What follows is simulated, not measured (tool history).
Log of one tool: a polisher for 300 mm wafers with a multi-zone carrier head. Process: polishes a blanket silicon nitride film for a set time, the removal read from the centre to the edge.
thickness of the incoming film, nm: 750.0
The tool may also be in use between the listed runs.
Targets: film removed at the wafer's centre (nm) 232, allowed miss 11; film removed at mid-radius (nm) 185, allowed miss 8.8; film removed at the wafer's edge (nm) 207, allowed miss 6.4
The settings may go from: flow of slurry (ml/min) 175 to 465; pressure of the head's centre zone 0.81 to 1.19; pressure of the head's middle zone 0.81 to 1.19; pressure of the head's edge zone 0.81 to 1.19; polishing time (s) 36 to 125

run,hour,flow of slurry (ml/min),pressure of the head's centre zone,pressure of the head's middle zone,pressure of the head's edge zone,polishing time (s),film removed at the wafer's centre (nm),film removed at mid-radius (nm),film removed at the wafer's edge (nm)
1,0,295,1,1,1,80,141.72,140.98,140.62
2,3.6,300,1.02,0.99,1.02,83,150.08,145.64,149.09
3,6,300,1.02,0.99,1.02,102,185.89,175.73,181.4
4,9.3,300,1.02,0.99,1.02,89,161.47,158.16,157.97
5,13.2,300,1.07,0.99,1.02,89,168.99,155.68,159.11
6,18.4,300,1.07,1.05,1.02,89,169.01,157.86,159.23
7,25.3,305,1.09,1.04,1.04,91,173.48,164.2,164.51
8,33.5,300,1.1,1.02,1.05,93,182.03,164.37,169.24

4 next moves are on the table. One of them brings every result within its allowed miss. Which?
A,41.7,465,0.83,1.19,0.81,83,?,?,?
B,41.7,185,1.15,0.91,1.05,118,?,?,?
C,41.7,330,1.13,1.11,0.9,71,?,?,?
D,41.7,305,1.19,0.95,1.15,99,?,?,?

move,film removed at the wafer's centre (nm),film removed at mid-radius (nm),film removed at the wafer's edge (nm)
A,128.06,169.4,136.31
B,232.54,177.68,207.36
C,145.71,133.15,120.21
D,212.37,161.62,188.4
A: further off than the last run
B: meets every target
C: further off than the last run
D: nearer than the last run, and not there yet
Answer: B
